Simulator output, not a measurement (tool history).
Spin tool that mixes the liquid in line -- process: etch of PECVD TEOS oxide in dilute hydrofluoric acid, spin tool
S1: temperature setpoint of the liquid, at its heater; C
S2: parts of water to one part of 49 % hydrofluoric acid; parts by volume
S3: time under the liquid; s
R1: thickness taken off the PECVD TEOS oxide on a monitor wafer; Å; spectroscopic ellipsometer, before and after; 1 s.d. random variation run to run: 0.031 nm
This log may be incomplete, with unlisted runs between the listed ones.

run,day,S1,S2,S3,R1
1,0,21,245,135,79.028
2,0.025,19.5,250,135,72.696
3,0.171,19.5,310,135,55.197
4,0.254,18,310,135,52.597
5,0.279,17,310,135,50.748
6,0.571,17,310,135,50.568
7,0.933,19,310,135,54.464

Run 8, settings as shown, results not yet in. Your forecast:
8,1.108,20.5,310,135,?

R1: 57.431 Å

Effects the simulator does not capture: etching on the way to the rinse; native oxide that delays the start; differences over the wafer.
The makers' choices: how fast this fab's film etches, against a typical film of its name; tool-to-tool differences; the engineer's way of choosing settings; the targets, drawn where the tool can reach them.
